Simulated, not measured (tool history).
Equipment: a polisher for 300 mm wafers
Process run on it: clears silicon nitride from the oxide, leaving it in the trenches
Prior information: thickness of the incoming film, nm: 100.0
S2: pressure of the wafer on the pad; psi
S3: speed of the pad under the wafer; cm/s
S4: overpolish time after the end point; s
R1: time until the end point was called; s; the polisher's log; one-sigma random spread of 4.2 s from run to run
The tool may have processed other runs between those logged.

run 1 hour=0 | flow_of_slurry_(ml/min)=295 S2=1.9 S3=130 S4=22 | R1=151.73
run 2 hour=1.6 | flow_of_slurry_(ml/min)=295 S2=1.9 S3=146 S4=22 | R1=135.82
run 3 hour=8.1 | flow_of_slurry_(ml/min)=230 S2=1.9 S3=146 S4=22 | R1=134.7
run 4 hour=13.9 | flow_of_slurry_(ml/min)=195 S2=1.9 S3=146 S4=22 | R1=143.5
run 5 hour=14.6 | flow_of_slurry_(ml/min)=190 S2=1.6 S3=128 S4=22 | R1=187.63
run 6 hour=20.8 | flow_of_slurry_(ml/min)=265 S2=1.6 S3=128 S4=22 | R1=179.62
run 7 hour=24.6 | flow_of_slurry_(ml/min)=255 S2=1.4 S3=110 S4=22 | R1=226.49
run 8 hour=25.7 | flow_of_slurry_(ml/min)=250 S2=1.2 S3=96 S4=22 | R1=294.05
run 9 hour=27.5 | flow_of_slurry_(ml/min)=245 S2=0.9 S3=80 S4=22 | R1=446.07
run 10 hour=31.3 | flow_of_slurry_(ml/min)=265 S2=1.1 S3=80 S4=22 | R1=370.03
run 11 hour=36.1 | flow_of_slurry_(ml/min)=265 S2=1.1 S3=80 S4=22 | R1=372.16
run 12 hour=40.1 | flow_of_slurry_(ml/min)=260 S2=1.1 S3=80 S4=22 | R1=374.44
run 13 hour=46.1 | flow_of_slurry_(ml/min)=255 S2=1.1 S3=80 S4=22 | R1=375.67
run 14 hour=53 | flow_of_slurry_(ml/min)=250 S2=1.1 S3=80 S4=22 | R1=378.87

For run 15, what comes out?
run 15 hour=61.5 | flow_of_slurry_(ml/min)=240 S2=1.1 S3=80 S4=22 | R1=?

Run 15 gave R1 379.42 s.
